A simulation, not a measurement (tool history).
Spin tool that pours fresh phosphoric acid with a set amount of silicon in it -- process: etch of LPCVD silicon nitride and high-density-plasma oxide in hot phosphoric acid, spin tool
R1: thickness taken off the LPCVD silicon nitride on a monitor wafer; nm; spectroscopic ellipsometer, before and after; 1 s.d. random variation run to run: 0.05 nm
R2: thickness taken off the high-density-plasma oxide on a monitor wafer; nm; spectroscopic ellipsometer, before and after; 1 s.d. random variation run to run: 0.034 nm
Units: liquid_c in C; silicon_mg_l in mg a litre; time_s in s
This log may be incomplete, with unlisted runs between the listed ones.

run 1 hour=0 | liquid_c=162 silicon_mg_l=18 time_s=100 | R1=7.4867 R2=0.21424
run 2 hour=1.2 | liquid_c=163.5 silicon_mg_l=24 time_s=115 | R1=9.0209 R2=0.18897
run 3 hour=8.6 | liquid_c=164.5 silicon_mg_l=24 time_s=125 | R1=10.248 R2=0.3578
run 4 hour=10.8 | liquid_c=164.5 silicon_mg_l=29 time_s=130 | R1=10.601 R2=0.21308
run 5 hour=14.4 | liquid_c=164.5 silicon_mg_l=36.5 time_s=130 | R1=10.582 R2=0.18052
run 6 hour=21.3 | liquid_c=162.5 silicon_mg_l=36.5 time_s=130 | R1=9.891 R2=0.15166
run 7 hour=24.4 | liquid_c=163.5 silicon_mg_l=36 time_s=135 | R1=10.615 R2=0.14097

For run 8, what comes out?
run 8 hour=29.3 | liquid_c=164.5 silicon_mg_l=35 time_s=140 | R1=? R2=?

R1: 11.282 nm
R2: 0.19953 nm
